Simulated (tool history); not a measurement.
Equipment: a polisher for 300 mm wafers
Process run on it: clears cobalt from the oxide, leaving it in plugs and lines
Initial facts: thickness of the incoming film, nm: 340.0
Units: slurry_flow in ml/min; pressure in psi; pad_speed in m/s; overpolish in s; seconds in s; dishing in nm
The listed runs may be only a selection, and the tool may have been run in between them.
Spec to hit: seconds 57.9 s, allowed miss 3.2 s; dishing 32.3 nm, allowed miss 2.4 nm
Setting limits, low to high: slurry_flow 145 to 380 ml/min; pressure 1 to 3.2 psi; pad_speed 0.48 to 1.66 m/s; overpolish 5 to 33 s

run	hour	slurry_flow	pressure	pad_speed	overpolish	seconds	dishing
1	0	245	2.1	1.06	17	56.863	44.545
2	3.1	245	2.1	1.06	16	56.869	44.068
3	4.1	245	2.1	1.06	15	55.277	41.036
4	13.1	245	1.6	1.06	15	74.146	36.405
5	20.5	245	1.6	1.06	14	73.464	35.225
6	23.3	245	1.6	1.32	14	59.638	40.544
7	26.9	245	1.6	1.32	14	58.444	39.112
8	31.6	245	1.6	1.32	13	59.82	38.151
9	38.5	245	1.7	1.32	5	56.357	22.927
10	40.2	245	1.6	1.36	12	57.463	37.712

Below are 4 possible settings for the next run. Only one of them brings all results inside the allowed miss of their targets. Which is it?
A	41.9	260	1.5	1.42	9	?	?
B	41.9	255	2	1.26	10	?	?
C	41.9	240	1.8	1.46	11	?	?
D	41.9	215	2	1.26	8	?	?

move	seconds	dishing
A	58.474	32.967
B	49.881	38.157
C	48.151	40.635
D	50.817	33.386
A: hits every target within its allowed miss
B: the biggest miss grows against the last run
C: the biggest miss grows against the last run
D: brings the result that was furthest off to its target, and leaves another outside
A meets every target.

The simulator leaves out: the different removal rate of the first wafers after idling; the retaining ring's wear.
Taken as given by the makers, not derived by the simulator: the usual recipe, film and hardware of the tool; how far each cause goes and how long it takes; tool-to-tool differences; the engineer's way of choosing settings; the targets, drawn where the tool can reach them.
